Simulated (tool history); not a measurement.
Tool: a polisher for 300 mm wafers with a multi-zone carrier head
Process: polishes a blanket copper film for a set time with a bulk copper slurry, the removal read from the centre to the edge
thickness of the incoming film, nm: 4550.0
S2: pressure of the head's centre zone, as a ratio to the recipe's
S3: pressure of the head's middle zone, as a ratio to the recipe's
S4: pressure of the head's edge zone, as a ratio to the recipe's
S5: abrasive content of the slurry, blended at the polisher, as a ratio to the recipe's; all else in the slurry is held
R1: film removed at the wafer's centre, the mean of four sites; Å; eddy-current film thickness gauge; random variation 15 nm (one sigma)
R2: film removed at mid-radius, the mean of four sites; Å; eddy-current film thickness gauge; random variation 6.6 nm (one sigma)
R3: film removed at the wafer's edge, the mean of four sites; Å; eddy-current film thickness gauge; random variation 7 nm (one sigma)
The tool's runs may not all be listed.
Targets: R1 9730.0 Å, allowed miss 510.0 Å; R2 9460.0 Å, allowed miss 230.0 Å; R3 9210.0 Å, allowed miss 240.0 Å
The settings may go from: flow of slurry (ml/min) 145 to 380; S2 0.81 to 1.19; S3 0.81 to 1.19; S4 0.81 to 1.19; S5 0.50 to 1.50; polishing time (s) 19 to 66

Run 1, hour 0.0: flow of slurry (ml/min) 245, S2 1.00, S3 1.00, S4 1.00, S5 1.00, polishing time (s) 42. Result: R1 5652.5 Å, R2 5708.7 Å, R3 5828.6 Å.
Run 2, hour 1.8: flow of slurry (ml/min) 250, S2 1.02, S3 1.01, S4 1.02, S5 1.05, polishing time (s) 43. Result: R1 5933.6 Å, R2 5926.4 Å, R3 5960.5 Å.
Run 3, hour 5.7: flow of slurry (ml/min) 250, S2 1.02, S3 1.01, S4 1.02, S5 1.05, polishing time (s) 48. Result: R1 6533.2 Å, R2 6479.4 Å, R3 6728.0 Å.
Run 4, hour 13.4: flow of slurry (ml/min) 250, S2 1.02, S3 0.95, S4 1.02, S5 1.05, polishing time (s) 48. Result: R1 6635.0 Å, R2 6140.1 Å, R3 6709.1 Å.
Run 5, hour 16.4: flow of slurry (ml/min) 255, S2 1.03, S3 0.97, S4 1.03, S5 1.10, polishing time (s) 49. Result: R1 6969.1 Å, R2 6525.3 Å, R3 7032.6 Å.
Run 6, hour 20.0: flow of slurry (ml/min) 205, S2 1.03, S3 0.97, S4 1.03, S5 1.10, polishing time (s) 49. Result: R1 6629.3 Å, R2 6385.7 Å, R3 6865.1 Å.
Run 7, hour 20.7: flow of slurry (ml/min) 215, S2 1.04, S3 0.99, S4 1.04, S5 1.15, polishing time (s) 50. Result: R1 7152.3 Å, R2 6711.3 Å, R3 7066.7 Å.
Run 8, hour 23.9: flow of slurry (ml/min) 225, S2 1.04, S3 1.00, S4 1.05, S5 1.20, polishing time (s) 51. Result: R1 7449.7 Å, R2 6961.0 Å, R3 7314.2 Å.
Run 9, hour 31.4: flow of slurry (ml/min) 230, S2 1.04, S3 1.01, S4 1.06, S5 1.25, polishing time (s) 52. Result: R1 7385.0 Å, R2 7206.4 Å, R3 7673.0 Å.
Run 10, hour 35.4: flow of slurry (ml/min) 235, S2 1.05, S3 1.03, S4 1.07, S5 1.30, polishing time (s) 53. Result: R1 7743.8 Å, R2 7701.3 Å, R3 7891.9 Å.
Run 11, hour 44.1: flow of slurry (ml/min) 240, S2 1.06, S3 1.04, S4 1.08, S5 1.30, polishing time (s) 53. Result: R1 7941.5 Å, R2 7778.6 Å, R3 8018.9 Å.
Run 12, hour 45.6: flow of slurry (ml/min) 250, S2 1.07, S3 1.05, S4 1.09, S5 1.30, polishing time (s) 53. Result: R1 8271.2 Å, R2 7859.3 Å, R3 8013.0 Å.
Run 13, hour 53.0: flow of slurry (ml/min) 255, S2 1.07, S3 1.06, S4 1.10, S5 1.30, polishing time (s) 53. Result: R1 8096.4 Å, R2 7922.9 Å, R3 8141.7 Å.
Run 14, hour 62.0: flow of slurry (ml/min) 265, S2 1.08, S3 1.07, S4 1.11, S5 1.30, polishing time (s) 53. Result: R1 8260.8 Å, R2 7991.8 Å, R3 8162.2 Å.
Run 15, hour 68.0: flow of slurry (ml/min) 270, S2 1.09, S3 1.08, S4 1.12, S5 1.30, polishing time (s) 53. Result: R1 8284.7 Å, R2 8130.5 Å, R3 8123.1 Å.
Run 16, hour 74.9: flow of slurry (ml/min) 295, S2 1.15, S3 1.11, S4 1.17, S5 1.50, polishing time (s) 56. Result: R1 9700.2 Å, R2 9166.5 Å, R3 9108.4 Å.

5 next moves are on the table. One of them brings every result within its allowed miss. Which?
Run A, hour 81.8: flow of slurry (ml/min) 330, S2 1.11, S3 1.10, S4 1.19, S5 1.50, polishing time (s) 58. Result: R1 ?, R2 ?, R3 ?.
Run B, hour 81.8: flow of slurry (ml/min) 250, S2 1.09, S3 1.00, S4 1.00, S5 1.50, polishing time (s) 61. Result: R1 ?, R2 ?, R3 ?.
Run C, hour 81.8: flow of slurry (ml/min) 275, S2 1.17, S3 1.10, S4 1.19, S5 1.40, polishing time (s) 54. Result: R1 ?, R2 ?, R3 ?.
Run D, hour 81.8: flow of slurry (ml/min) 225, S2 1.14, S3 1.13, S4 1.12, S5 1.50, polishing time (s) 59. Result: R1 ?, R2 ?, R3 ?.
Run E, hour 81.8: flow of slurry (ml/min) 340, S2 1.19, S3 0.99, S4 1.17, S5 1.50, polishing time (s) 60. Result: R1 ?, R2 ?, R3 ?.

move       R1      R2      R3
   A   9854.9  9585.0  9573.8
   B   9857.5  9040.4  9099.3
   C   9337.8  8626.1  8655.2
   D   9842.2  9575.4  9166.1
   E  10957.0  9086.4  9856.8
A: brings the result that was furthest off to its target, and leaves another outside
B: further off than the last run
C: further off than the last run
D: meets every target
E: further off than the last run
Move D is the one to make.
